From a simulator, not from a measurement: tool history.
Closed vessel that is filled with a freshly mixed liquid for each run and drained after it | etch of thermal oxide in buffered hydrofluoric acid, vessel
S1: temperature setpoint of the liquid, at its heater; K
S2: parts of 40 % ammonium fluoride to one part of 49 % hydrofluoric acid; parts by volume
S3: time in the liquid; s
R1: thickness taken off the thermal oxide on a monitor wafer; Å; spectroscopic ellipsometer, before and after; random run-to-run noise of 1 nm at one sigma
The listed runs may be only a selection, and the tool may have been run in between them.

run,hour,S1,S2,S3,R1
1,0,295.15,11.5,90,738.23
2,7,295.15,10,90,835.56
3,9.5,291.65,10,90,689.66
4,12.7,294.65,10,90,816.47
5,16.4,292.15,10,90,710.47
6,24.4,293.65,10,90,769.34
7,33.3,295.15,10,90,824.93

Run 8, settings as shown, results not yet in. Your forecast:
8,40.9,296.15,10,90,?

R1: 870.95 Å

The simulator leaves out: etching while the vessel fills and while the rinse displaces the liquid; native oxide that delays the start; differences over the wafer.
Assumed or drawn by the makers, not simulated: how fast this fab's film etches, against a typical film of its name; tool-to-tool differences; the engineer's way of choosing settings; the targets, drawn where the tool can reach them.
